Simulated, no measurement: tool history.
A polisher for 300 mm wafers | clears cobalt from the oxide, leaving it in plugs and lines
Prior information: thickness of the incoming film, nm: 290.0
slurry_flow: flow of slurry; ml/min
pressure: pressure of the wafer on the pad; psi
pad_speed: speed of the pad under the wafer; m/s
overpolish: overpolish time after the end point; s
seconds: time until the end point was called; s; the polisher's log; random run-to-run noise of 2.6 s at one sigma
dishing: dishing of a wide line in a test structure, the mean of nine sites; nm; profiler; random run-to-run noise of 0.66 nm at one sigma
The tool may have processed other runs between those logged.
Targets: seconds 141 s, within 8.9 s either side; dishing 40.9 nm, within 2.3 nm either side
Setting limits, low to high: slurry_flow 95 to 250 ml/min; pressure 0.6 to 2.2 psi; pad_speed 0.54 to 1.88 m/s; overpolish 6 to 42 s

run  hour  slurry_flow  pressure  pad_speed  overpolish  seconds  dishing
  1     0          160       1.4        1.2          21   71.743   43.736
  2   3.6          160       1.4        1.2          15   74.262   33.612
  3   6.2          160       1.3       1.18          17   78.176   35.768
  4  11.9          160       1.3       1.46          17   67.462   39.436
  5  16.4          155       1.2        1.4          19    78.18   39.737
  6  21.2          155       1.2        1.4          26   76.947   47.213
  7  25.1          155       1.1       1.38          27    80.77   45.292
  8  26.2          150         1       1.34          29    91.82   44.095
  9  33.8          140       0.6        1.2          37   161.78   38.328

4 candidate next runs follow, results not yet known. Just one meets every target within its allowed miss. Identify it.
  A  41.4          125       0.7       1.16          33        ?        ?
  B  41.4          165       0.7       1.22          30        ?        ?
  C  41.4          170       0.6       1.36          37        ?        ?
  D  41.4          155       0.6       0.98          37        ?        ?

move  seconds  dishing
   A   150.74   35.453
   B   139.12   35.076
   C   146.59   38.935
   D   189.82    32.82
A: as far off as the last run
B: gets the furthest-off result to its target, but another result is out of tolerance
C: meets every target
D: its largest miss is bigger than the last run's
C is the move that brings every result within its allowed miss.
